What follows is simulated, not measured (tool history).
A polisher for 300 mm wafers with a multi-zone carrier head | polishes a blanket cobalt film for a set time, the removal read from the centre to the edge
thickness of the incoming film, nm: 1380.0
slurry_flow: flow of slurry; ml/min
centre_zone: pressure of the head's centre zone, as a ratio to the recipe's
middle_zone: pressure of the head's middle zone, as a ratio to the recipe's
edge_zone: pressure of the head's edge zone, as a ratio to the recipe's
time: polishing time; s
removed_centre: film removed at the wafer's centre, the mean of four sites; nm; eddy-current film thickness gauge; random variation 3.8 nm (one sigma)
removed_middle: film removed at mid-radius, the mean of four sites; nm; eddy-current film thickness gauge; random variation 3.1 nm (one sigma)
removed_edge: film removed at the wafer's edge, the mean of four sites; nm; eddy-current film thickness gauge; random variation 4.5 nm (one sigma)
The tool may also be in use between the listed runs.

run  hour  slurry_flow  centre_zone  middle_zone  edge_zone  time  removed_centre  removed_middle  removed_edge
  1   0.0          295         1.00         1.00       1.00    45          256.48          253.10        254.94
  2   4.5          265         1.00         1.00       1.00    45          259.00          248.58        248.10
  3  12.4          210         1.00         1.00       1.00    45          246.47          245.14        245.16
  4  18.1          210         1.00         1.00       1.00    41          226.62          222.60        226.01
  5  26.2          210         1.00         1.00       1.00    51          276.33          276.70        277.48
  6  32.4          210         1.00         1.07       1.00    51          278.20          290.63        273.52
  7  39.9          225         1.02         1.07       1.02    52          290.78          292.75        289.37
  8  48.1          240         1.04         1.08       1.02    52          305.31          302.83        289.07
  9  49.6          255         1.05         1.08       1.03    52          305.36          303.98        295.23

Run 10 comes next. What will it give?
 10  54.9          270         1.07         1.08       1.03    52               ?               ?             ?

removed_centre: 315.55 nm
removed_middle: 304.71 nm
removed_edge: 292.12 nm

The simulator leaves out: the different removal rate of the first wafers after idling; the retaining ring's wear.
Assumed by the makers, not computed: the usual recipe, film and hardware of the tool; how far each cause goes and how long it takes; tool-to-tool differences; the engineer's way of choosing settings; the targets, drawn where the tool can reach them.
